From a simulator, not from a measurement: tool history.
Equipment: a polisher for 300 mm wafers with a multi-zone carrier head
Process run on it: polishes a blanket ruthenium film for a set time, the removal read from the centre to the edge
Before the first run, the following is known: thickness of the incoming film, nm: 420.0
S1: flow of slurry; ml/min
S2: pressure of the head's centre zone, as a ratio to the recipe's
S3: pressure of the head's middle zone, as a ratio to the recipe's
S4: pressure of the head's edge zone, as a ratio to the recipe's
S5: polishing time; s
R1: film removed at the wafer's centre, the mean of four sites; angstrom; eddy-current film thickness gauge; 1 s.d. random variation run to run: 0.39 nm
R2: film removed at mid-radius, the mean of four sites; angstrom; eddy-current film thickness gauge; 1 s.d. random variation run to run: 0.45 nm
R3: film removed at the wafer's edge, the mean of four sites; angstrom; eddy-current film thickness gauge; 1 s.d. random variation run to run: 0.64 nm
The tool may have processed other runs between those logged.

run  hour   S1    S2    S3    S4  S5      R1      R2      R3
  1     0  190     1     1     1  35  451.75  471.35  474.69
  2   4.9  190     1     1     1  43  567.96  583.89  565.48
  3  13.5  190  0.94     1     1  43  524.42  572.67  582.96
  4  15.2  185  0.94  1.01  0.96  41  503.32  556.74  521.47
  5  21.3  185  0.94  1.09  0.96  41  500.44  595.37  526.81
  6  23.5  175  0.92  1.05  0.93  40   470.2  549.43  499.75
  7  24.4  175  0.92  1.05  0.93  40  473.38  542.16  507.74
  8    33  175  0.91  1.05  0.91  39  461.35  536.34  508.39
  9  39.2  165  0.92  1.05  0.91  38  442.19  527.11  465.58
 10  40.3  160  0.92  1.02  0.91  38  439.63  502.13  466.81
 11  45.2  150  0.92  1.01  0.91  38  442.19  485.13  455.47

For run 12, what comes out?
 12  48.2  145  0.91  1.01  0.91  38   ?   ?   ?

{"run 12": {"R1": 428.38, "R2": 490.69, "R3": 473.93}}

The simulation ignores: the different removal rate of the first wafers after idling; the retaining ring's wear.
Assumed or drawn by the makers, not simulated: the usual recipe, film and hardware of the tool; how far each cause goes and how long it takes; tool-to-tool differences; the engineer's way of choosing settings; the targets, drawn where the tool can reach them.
